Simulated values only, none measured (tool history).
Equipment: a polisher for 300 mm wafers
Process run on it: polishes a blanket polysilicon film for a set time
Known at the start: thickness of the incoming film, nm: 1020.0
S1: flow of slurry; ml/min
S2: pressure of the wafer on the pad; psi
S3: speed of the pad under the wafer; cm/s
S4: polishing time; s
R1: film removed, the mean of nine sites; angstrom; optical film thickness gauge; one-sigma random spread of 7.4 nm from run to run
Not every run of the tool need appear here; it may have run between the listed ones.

Run 1, hour 0.0: S1 135 ml/min, S2 2.1 psi, S3 124 cm/s, S4 31 s. Result: R1 2599.7 angstrom.
Run 2, hour 6.5: S1 140 ml/min, S2 2.5 psi, S3 130 cm/s, S4 31 s. Result: R1 3191.7 angstrom.
Run 3, hour 7.4: S1 140 ml/min, S2 2.7 psi, S3 138 cm/s, S4 31 s. Result: R1 3686.6 angstrom.
Run 4, hour 13.4: S1 140 ml/min, S2 2.7 psi, S3 156 cm/s, S4 31 s. Result: R1 4117.3 angstrom.
Run 5, hour 18.7: S1 140 ml/min, S2 2.7 psi, S3 156 cm/s, S4 31 s. Result: R1 4135.9 angstrom.
Run 6, hour 20.0: S1 140 ml/min, S2 2.7 psi, S3 130 cm/s, S4 31 s. Result: R1 3426.6 angstrom.
Run 7, hour 26.8: S1 140 ml/min, S2 2.7 psi, S3 130 cm/s, S4 31 s. Result: R1 3493.3 angstrom.
Run 8, hour 31.9: S1 140 ml/min, S2 2.9 psi, S3 138 cm/s, S4 31 s. Result: R1 3917.8 angstrom.
Run 9, hour 36.8: S1 145 ml/min, S2 3.0 psi, S3 146 cm/s, S4 31 s. Result: R1 4273.5 angstrom.
Run 10, hour 38.1: S1 145 ml/min, S2 3.0 psi, S3 146 cm/s, S4 31 s. Result: R1 4365.1 angstrom.
Run 11, hour 41.0: S1 145 ml/min, S2 3.1 psi, S3 150 cm/s, S4 31 s. Result: R1 4574.1 angstrom.

Run 12 comes next. What will it give?
Run 12, hour 49.5: S1 145 ml/min, S2 3.1 psi, S3 150 cm/s, S4 31 s. Result: R1 ?.

{"run 12": {"R1": 4581.6}}

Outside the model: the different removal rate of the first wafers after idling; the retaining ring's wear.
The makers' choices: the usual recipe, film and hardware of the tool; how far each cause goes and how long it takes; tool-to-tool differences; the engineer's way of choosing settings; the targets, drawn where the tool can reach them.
